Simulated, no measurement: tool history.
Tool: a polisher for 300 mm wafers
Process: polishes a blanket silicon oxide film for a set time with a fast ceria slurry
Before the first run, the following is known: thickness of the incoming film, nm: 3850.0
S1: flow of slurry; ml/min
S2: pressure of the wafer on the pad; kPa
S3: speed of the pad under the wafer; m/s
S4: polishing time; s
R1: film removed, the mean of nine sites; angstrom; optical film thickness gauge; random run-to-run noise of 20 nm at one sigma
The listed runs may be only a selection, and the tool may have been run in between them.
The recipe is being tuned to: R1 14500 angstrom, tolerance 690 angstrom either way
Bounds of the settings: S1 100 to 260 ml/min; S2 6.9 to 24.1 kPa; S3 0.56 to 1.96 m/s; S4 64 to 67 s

{"run": 1, "hour": 0.0, "S1": 165, "S2": 15.2, "S3": 1.26, "S4": 64, "R1": 9976}
{"run": 2, "hour": 6.8, "S1": 165, "S2": 15.9, "S3": 1.26, "S4": 64, "R1": 10675}
{"run": 3, "hour": 9.5, "S1": 165, "S2": 15.9, "S3": 1.5, "S4": 64, "R1": 11672}
{"run": 4, "hour": 13.2, "S1": 165, "S2": 16.5, "S3": 1.5, "S4": 64, "R1": 12087}
{"run": 5, "hour": 22.0, "S1": 150, "S2": 16.5, "S3": 1.5, "S4": 64, "R1": 11940}
{"run": 6, "hour": 26.0, "S1": 155, "S2": 17.2, "S3": 1.5, "S4": 64, "R1": 12300}
{"run": 7, "hour": 29.1, "S1": 160, "S2": 17.2, "S3": 1.5, "S4": 64, "R1": 12367}
{"run": 8, "hour": 30.8, "S1": 160, "S2": 17.2, "S3": 1.5, "S4": 64, "R1": 12127}
{"run": 9, "hour": 38.5, "S1": 160, "S2": 17.2, "S3": 1.5, "S4": 64, "R1": 12411}
{"run": 10, "hour": 47.0, "S1": 160, "S2": 17.9, "S3": 1.5, "S4": 64, "R1": 12700}
{"run": 11, "hour": 47.8, "S1": 160, "S2": 18.6, "S3": 1.5, "S4": 64, "R1": 12988}
{"run": 12, "hour": 52.8, "S1": 160, "S2": 19.3, "S3": 1.5, "S4": 64, "R1": 13388}

5 next moves are on the table. One of them brings every result within its allowed miss. Which?
{"run": "A", "hour": 57.8, "S1": 190, "S2": 20, "S3": 1.34, "S4": 64, "R1": "?"}
{"run": "B", "hour": 57.8, "S1": 175, "S2": 17.9, "S3": 1.34, "S4": 65, "R1": "?"}
{"run": "C", "hour": 57.8, "S1": 200, "S2": 22.1, "S3": 1.56, "S4": 67, "R1": "?"}
{"run": "D", "hour": 57.8, "S1": 175, "S2": 19.3, "S3": 1.5, "S4": 67, "R1": "?"}
{"run": "E", "hour": 57.8, "S1": 150, "S2": 21.4, "S3": 1.8, "S4": 64, "R1": "?"}

move=A R1=13265
move=B R1=12295
move=C R1=16578
move=D R1=14365
move=E R1=16347
A: lands further from the targets than the last run did
B: lands further from the targets than the last run did
C: moves the result that the last run missed by most past its target, out the other side
D: every result within its allowed miss
E: moves the result that the last run missed by most past its target, out the other side
D is the move that brings every result within its allowed miss.

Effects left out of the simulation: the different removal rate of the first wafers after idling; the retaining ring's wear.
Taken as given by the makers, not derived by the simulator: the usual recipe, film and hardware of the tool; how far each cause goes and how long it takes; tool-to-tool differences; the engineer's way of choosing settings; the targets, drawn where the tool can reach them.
